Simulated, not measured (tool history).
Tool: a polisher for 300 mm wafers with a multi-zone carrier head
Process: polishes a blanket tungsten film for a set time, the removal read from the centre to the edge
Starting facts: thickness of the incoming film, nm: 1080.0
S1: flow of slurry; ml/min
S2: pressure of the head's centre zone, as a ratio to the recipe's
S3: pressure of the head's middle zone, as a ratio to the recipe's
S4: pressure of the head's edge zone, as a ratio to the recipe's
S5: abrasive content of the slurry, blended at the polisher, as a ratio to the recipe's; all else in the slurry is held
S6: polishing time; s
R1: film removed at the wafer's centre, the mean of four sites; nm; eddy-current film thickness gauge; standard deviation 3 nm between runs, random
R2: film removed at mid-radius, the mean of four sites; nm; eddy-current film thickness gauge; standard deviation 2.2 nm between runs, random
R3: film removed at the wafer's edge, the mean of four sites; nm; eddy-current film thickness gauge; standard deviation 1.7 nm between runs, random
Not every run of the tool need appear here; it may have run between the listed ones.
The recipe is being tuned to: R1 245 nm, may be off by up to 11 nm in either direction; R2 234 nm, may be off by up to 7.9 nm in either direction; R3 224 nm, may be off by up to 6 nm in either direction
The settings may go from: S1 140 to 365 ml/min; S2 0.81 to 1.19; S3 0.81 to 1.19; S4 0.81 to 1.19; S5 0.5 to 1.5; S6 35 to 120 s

run  hour   S1    S2    S3    S4    S5  S6      R1      R2      R3
  1     0  235     1     1     1     1  77  389.48  386.69   373.6
  2   5.7  235     1     1     1   1.2  77  398.29  405.41  398.62
  3    14  230  0.99  0.99  0.98   1.1  74  370.39  380.42  368.21
  4  16.5  230  1.07  0.99  0.98   1.1  74  397.24  381.92  370.21
  5    19  230  1.07  0.99  1.04   1.1  74  396.52  379.95  381.66
  6  27.7  225  1.05  0.98  1.02     1  71  374.73  347.11  350.58
  7  30.8  225  1.05  0.98  1.02     1  71  374.89  351.86  354.34
  8  35.6  225  1.03  0.98     1  0.95  68  335.94  325.78  334.38
  9    41  225  1.05  0.99  0.98   0.9  65  324.88  314.87  309.82
 10  48.5  225  1.05  0.99  0.96  0.85  63  313.96  306.59  290.56

5 next moves are on the table. One of them brings every result within its allowed miss. Which?
  A    56  155  0.93  1.19  1.01   0.9  87   ?   ?   ?
  B    56  265  1.09  1.16  0.83   0.9  83   ?   ?   ?
  C    56  230  0.99  1.15  0.81  0.85  78   ?   ?   ?
  D    56  140  0.84  1.03  1.01  1.45  83   ?   ?   ?
  E    56  260  1.03  0.97   0.9   0.8  49   ?   ?   ?

move      R1      R2      R3
   A  362.66  456.25  401.15
   B  448.01  464.81  373.08
   C  369.76  420.62   337.9
   D  338.63  419.13  420.74
   E  242.46  229.09  222.73
A: the biggest miss grows against the last run
B: the biggest miss grows against the last run
C: the biggest miss grows against the last run
D: the biggest miss grows against the last run
E: every result within its allowed miss
Move E is the one to make.

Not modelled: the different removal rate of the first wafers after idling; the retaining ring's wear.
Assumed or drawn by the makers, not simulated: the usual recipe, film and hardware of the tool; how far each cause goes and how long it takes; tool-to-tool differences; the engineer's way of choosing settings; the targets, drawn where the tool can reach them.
